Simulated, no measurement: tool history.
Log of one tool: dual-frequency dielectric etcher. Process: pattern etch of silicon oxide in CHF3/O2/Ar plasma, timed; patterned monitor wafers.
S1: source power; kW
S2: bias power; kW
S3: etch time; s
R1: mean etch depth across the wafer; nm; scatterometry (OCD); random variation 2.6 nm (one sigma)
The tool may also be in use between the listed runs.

| run | hour | S1 | S2 | S3 | R1 |
|---|---|---|---|---|---|
| 1 | 0 | 0.88 | 0.15 | 253 | 564.6 |
| 2 | 3.2 | 0.8 | 0.139 | 250.5 | 522.39 |
| 3 | 5.4 | 0.8 | 0.139 | 232 | 484.05 |
| 4 | 10.4 | 0.76 | 0.138 | 232 | 474.12 |
| 5 | 15 | 0.76 | 0.148 | 232 | 487.55 |
| 6 | 21.8 | 0.76 | 0.148 | 232 | 487.39 |
| 7 | 22.5 | 0.76 | 0.148 | 232 | 486.03 |
| 8 | 29.4 | 0.72 | 0.147 | 232 | 479.6 |

Forecast run 9:
| 9 | 33.8 | 0.68 | 0.146 | 232 | ? |

{"run 9": {"R1": 461.47}}
